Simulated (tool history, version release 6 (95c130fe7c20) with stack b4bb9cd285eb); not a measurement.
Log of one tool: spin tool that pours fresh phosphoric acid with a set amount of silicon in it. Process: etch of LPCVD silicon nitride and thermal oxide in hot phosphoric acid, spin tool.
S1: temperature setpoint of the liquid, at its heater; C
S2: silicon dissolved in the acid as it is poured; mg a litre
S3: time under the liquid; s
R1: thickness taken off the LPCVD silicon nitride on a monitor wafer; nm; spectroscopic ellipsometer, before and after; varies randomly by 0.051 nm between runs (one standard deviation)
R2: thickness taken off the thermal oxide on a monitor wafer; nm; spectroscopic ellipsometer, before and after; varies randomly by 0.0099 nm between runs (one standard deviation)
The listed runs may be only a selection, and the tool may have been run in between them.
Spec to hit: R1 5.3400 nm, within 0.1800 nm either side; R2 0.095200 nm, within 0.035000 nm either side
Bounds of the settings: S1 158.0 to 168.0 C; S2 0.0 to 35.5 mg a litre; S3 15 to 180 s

| run | hour | S1 | S2 | S3 | R1 | R2 |
|---|---|---|---|---|---|---|
| 1 | 0.0 | 163.0 | 15.5 | 90 | 9.5859 | 0.277000 |
| 2 | 7.5 | 162.0 | 18.5 | 80 | 8.3227 | 0.183560 |
| 3 | 16.5 | 161.5 | 18.0 | 70 | 7.2028 | 0.138310 |
| 4 | 22.2 | 163.5 | 18.0 | 70 | 7.6581 | 0.149950 |
| 5 | 29.8 | 163.5 | 26.0 | 70 | 7.6724 | 0.142130 |
| 6 | 34.1 | 165.5 | 26.0 | 70 | 8.2257 | 0.137850 |
| 7 | 37.0 | 163.0 | 30.5 | 40 | 4.3181 | 0.067895 |
| 8 | 42.9 | 164.0 | 28.5 | 40 | 4.4633 | 0.068296 |
| 9 | 50.0 | 164.5 | 26.0 | 40 | 4.5390 | 0.081502 |
| 10 | 52.7 | 164.5 | 26.0 | 40 | 4.6404 | 0.079093 |

Which one of the following 4 next-run settings gets every result inside its allowed miss? There is exactly one.
| A | 55.4 | 164.0 | 0.0 | 35 | ? | ? |
| B | 55.4 | 161.5 | 7.5 | 40 | ? | ? |
| C | 55.4 | 163.5 | 35.5 | 45 | ? | ? |
| D | 55.4 | 165.5 | 24.5 | 45 | ? | ? |

| move | R1 | R2 |
|---|---|---|
| A | 3.9356 | 0.162250 |
| B | 4.1399 | 0.133370 |
| C | 4.9772 | 0.071316 |
| D | 5.3157 | 0.128970 |
A: misses by more than the last run did
B: misses by more than the last run did
C: gains on the last run, yet a result remains outside its allowed miss
D: all results land within tolerance of their targets
D meets every target.
